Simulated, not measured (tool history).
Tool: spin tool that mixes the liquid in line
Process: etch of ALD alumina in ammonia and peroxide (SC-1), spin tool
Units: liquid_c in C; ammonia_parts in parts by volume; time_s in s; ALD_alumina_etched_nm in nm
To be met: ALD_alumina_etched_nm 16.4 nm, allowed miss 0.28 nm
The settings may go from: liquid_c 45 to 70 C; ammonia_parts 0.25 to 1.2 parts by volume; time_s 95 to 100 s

run	day	liquid_c	ammonia_parts	time_s	ALD_alumina_etched_nm
1	0	61	0.95	95	10.279
2	0.179	61	1.2	95	10.578
3	0.375	63.5	1.2	95	11.921
4	0.533	65.5	1.2	95	13.216
5	0.625	67	1.2	95	14.246
6	0.733	67	1.2	95	14.2
7	1.029	68	1.2	95	15.004
8	1.25	68.5	1.2	95	15.225
9	1.542	69	1.2	95	15.671
10	1.638	69.5	1.2	95	15.963

Which of these 4 next moves meets every target?
A	1.733	70	1.2	100	?
B	1.733	70	1.2	95	?
C	1.733	69	1.05	95	?
D	1.733	70	1.15	100	?

move	ALD_alumina_etched_nm
A	17.378
B	16.509
C	15.536
D	17.308
A: takes the result that was furthest off past its target
B: meets every target
C: further off than the last run
D: takes the result that was furthest off past its target
Answer: B
